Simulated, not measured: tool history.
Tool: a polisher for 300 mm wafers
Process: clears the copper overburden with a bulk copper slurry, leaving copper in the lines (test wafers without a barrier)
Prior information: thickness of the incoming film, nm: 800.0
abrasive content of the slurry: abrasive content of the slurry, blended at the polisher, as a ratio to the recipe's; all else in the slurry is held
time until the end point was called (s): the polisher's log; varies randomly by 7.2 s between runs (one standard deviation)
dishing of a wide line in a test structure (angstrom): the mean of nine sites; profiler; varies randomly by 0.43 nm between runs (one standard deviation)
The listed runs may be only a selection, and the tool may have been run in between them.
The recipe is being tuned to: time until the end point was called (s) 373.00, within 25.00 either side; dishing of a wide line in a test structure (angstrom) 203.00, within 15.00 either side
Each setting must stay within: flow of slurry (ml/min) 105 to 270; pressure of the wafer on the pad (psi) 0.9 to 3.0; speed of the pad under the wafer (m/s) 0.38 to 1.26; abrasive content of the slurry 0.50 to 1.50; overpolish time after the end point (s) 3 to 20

| run | hour | flow of slurry (ml/min) | pressure of the wafer on the pad (psi) | speed of the pad under the wafer (m/s) | abrasive content of the slurry | overpolish time after the end point (s) | time until the end point was called (s) | dishing of a wide line in a test structure (angstrom) |
|---|---|---|---|---|---|---|---|---|
| 1 | 0.0 | 175 | 1.9 | 0.82 | 1.00 | 10 | 171.32 | 306.55 |
| 2 | 2.1 | 175 | 1.9 | 0.82 | 1.00 | 6 | 181.67 | 198.61 |
| 3 | 10.0 | 175 | 1.6 | 0.76 | 1.00 | 8 | 216.73 | 212.43 |
| 4 | 11.6 | 175 | 1.4 | 0.70 | 1.00 | 9 | 268.09 | 196.08 |
| 5 | 13.0 | 175 | 1.4 | 0.70 | 0.90 | 9 | 274.50 | 195.44 |
| 6 | 15.4 | 175 | 1.7 | 0.70 | 0.90 | 9 | 226.55 | 228.43 |
| 7 | 20.1 | 175 | 1.5 | 0.68 | 0.90 | 10 | 259.10 | 226.90 |
| 8 | 28.4 | 175 | 1.3 | 0.66 | 0.90 | 11 | 308.07 | 212.01 |

Which single option among these 5 for the next run brings every result within its allowed miss of target? Just one does.
| A | 36.7 | 205 | 1.1 | 0.68 | 0.95 | 14 | ? | ? |
| B | 36.7 | 210 | 1.1 | 0.58 | 1.05 | 13 | ? | ? |
| C | 36.7 | 155 | 1.5 | 0.72 | 0.90 | 10 | ? | ? |
| D | 36.7 | 160 | 1.5 | 0.44 | 1.10 | 11 | ? | ? |
| E | 36.7 | 105 | 1.2 | 0.78 | 0.90 | 13 | ? | ? |

| move | time until the end point was called (s) | dishing of a wide line in a test structure (angstrom) |
|---|---|---|
| A | 335.83 | 233.20 |
| B | 363.71 | 207.12 |
| C | 251.31 | 230.79 |
| D | 327.23 | 201.55 |
| E | 310.81 | 235.62 |
A: closer than the last run, but not yet in spec
B: all results land within tolerance of their targets
C: misses by more than the last run did
D: closer than the last run, but not yet in spec
E: no better and no worse than the last run
The right move is B.

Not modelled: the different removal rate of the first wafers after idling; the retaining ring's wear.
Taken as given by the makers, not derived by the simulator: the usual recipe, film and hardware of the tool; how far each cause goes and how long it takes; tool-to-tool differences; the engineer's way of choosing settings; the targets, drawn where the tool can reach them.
